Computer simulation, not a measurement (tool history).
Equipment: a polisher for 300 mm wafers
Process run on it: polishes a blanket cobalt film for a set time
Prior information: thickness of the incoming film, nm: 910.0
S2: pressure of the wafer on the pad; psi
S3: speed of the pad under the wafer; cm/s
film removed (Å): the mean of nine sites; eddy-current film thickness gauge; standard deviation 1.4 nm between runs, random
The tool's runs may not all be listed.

Run 1, day 0.000: flow of slurry (ml/min) 120, S2 1.8 psi, S3 114 cm/s, polishing time (s) 34. Result: film removed (Å) 1644.9.
Run 2, day 0.125: flow of slurry (ml/min) 120, S2 1.8 psi, S3 96 cm/s, polishing time (s) 34. Result: film removed (Å) 1338.4.
Run 3, day 0.408: flow of slurry (ml/min) 120, S2 1.8 psi, S3 84 cm/s, polishing time (s) 34. Result: film removed (Å) 1197.7.
Run 4, day 0.646: flow of slurry (ml/min) 120, S2 1.8 psi, S3 84 cm/s, polishing time (s) 34. Result: film removed (Å) 1198.2.
Run 5, day 0.804: flow of slurry (ml/min) 115, S2 1.8 psi, S3 84 cm/s, polishing time (s) 34. Result: film removed (Å) 1197.2.
Run 6, day 0.929: flow of slurry (ml/min) 115, S2 2.1 psi, S3 84 cm/s, polishing time (s) 34. Result: film removed (Å) 1400.8.
Run 7, day 1.012: flow of slurry (ml/min) 115, S2 2.0 psi, S3 84 cm/s, polishing time (s) 34. Result: film removed (Å) 1335.8.

What will run 8 give?
Run 8, day 1.267: flow of slurry (ml/min) 115, S2 1.9 psi, S3 84 cm/s, polishing time (s) 34. Result: film removed (Å) ?.

film removed (Å): 1229.8

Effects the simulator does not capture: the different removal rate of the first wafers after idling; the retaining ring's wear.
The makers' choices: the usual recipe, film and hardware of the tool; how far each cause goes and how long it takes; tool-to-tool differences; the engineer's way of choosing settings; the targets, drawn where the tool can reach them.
